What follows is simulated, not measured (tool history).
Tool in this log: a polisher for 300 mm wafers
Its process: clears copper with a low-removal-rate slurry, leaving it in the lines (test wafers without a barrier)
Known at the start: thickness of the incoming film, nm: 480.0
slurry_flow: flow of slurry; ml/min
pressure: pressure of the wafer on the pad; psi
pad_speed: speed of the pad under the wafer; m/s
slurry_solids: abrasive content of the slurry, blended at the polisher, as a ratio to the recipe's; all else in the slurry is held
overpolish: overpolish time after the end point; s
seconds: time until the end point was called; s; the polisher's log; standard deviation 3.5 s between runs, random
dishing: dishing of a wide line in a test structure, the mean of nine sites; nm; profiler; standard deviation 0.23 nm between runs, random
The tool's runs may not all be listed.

run  hour  slurry_flow  pressure  pad_speed  slurry_solids  overpolish  seconds  dishing
  1   0.0          225       3.1       1.34            1.0           9   135.36   32.187
  2   1.4          225       3.1       1.34            0.8           9   137.23   30.175
  3   5.7          225       2.8       1.32            0.8           8   153.60   24.546
  4   7.9          225       2.6       1.30            0.8           7   166.03   19.701
  5  12.0          225       2.4       1.30            0.8           6   173.16   16.159
  6  16.4          225       3.1       1.30            0.8           6   146.18   20.118
  7  22.5          225       2.8       1.30            0.8           6   158.33   18.046
  8  26.5          225       2.5       1.30            0.8           6   170.52   16.856
  9  27.5          225       2.3       1.30            0.8           6   179.83   15.712
 10  34.1          225       2.1       1.30            0.8           6   193.20   15.142
 11  42.0          225       2.0       1.30            0.8           6   204.12   14.497
 12  43.4          225       2.0       1.30            0.8           6   202.13   14.101

Predict the results of run 13:
 13  48.0          225       1.9       1.30            0.8           6        ?        ?

Run 13 measured seconds 218.92 s, dishing 13.978 nm.
